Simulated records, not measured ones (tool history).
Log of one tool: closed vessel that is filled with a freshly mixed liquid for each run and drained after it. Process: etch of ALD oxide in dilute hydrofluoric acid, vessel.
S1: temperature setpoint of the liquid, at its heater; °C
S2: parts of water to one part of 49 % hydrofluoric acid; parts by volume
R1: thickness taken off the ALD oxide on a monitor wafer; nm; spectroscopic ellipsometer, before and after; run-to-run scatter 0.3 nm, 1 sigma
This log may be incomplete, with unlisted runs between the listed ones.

Run 1, hour 0: S1 21 °C, S2 70 parts by volume, time in the liquid (s) 100. Result: R1 24.448 nm.
Run 2, hour 7.8: S1 17.5 °C, S2 70 parts by volume, time in the liquid (s) 100. Result: R1 21.36 nm.
Run 3, hour 12.8: S1 20 °C, S2 70 parts by volume, time in the liquid (s) 100. Result: R1 23.846 nm.
Run 4, hour 17.9: S1 20 °C, S2 90 parts by volume, time in the liquid (s) 100. Result: R1 17.931 nm.
Run 5, hour 24.3: S1 20 °C, S2 100 parts by volume, time in the liquid (s) 100. Result: R1 15.991 nm.
Run 6, hour 32.6: S1 20 °C, S2 120 parts by volume, time in the liquid (s) 100. Result: R1 13.023 nm.

What will run 7 give?
Run 7, hour 38.4: S1 21 °C, S2 110 parts by volume, time in the liquid (s) 100. Result: R1 ?.

{"run 7": {"R1": 14.946}}
